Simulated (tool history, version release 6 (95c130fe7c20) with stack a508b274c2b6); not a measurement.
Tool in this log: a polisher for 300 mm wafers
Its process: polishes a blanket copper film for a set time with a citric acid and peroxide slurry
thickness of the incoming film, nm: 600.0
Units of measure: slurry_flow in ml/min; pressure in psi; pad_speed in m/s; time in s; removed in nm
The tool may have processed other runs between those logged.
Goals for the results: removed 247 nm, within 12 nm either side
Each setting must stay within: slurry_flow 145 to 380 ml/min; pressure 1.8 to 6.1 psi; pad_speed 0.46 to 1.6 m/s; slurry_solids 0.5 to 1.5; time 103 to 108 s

run	day	slurry_flow	pressure	pad_speed	slurry_solids	time	removed
1	0	245	3.9	1.02	1	103	315.75
2	0.104	245	3.7	1.02	1	103	295.62
3	0.304	245	3.6	1.02	1	103	291.24
4	0.462	305	3.6	1.02	1	103	285.61
5	0.808	305	3.5	1.02	1	103	288.61
6	0.971	305	3.4	1.02	1	103	275.22
7	1.329	305	3.3	1.02	1	103	261.97
8	1.392	305	3.2	1.02	1	103	258.34
# day 1.679: worn pad replaced by a new one
9	1.679	305	3.1	1.02	1	103	276.06
10	1.708	305	2.4	1	1	103	213.16

Pick the move, out of 4, that brings all results within their allowed miss; only one does.
A	1.738	200	3.8	0.54	0.95	103	?
B	1.738	340	1.8	1.06	1	103	?
C	1.738	330	2.7	0.84	1	104	?
D	1.738	380	2.3	1.06	1.5	104	?

move	removed
A	174.1
B	171.38
C	203.03
D	243.91
A: misses by more than the last run did
B: misses by more than the last run did
C: misses by more than the last run did
D: every result lands within tolerance
The move that meets every target is D.
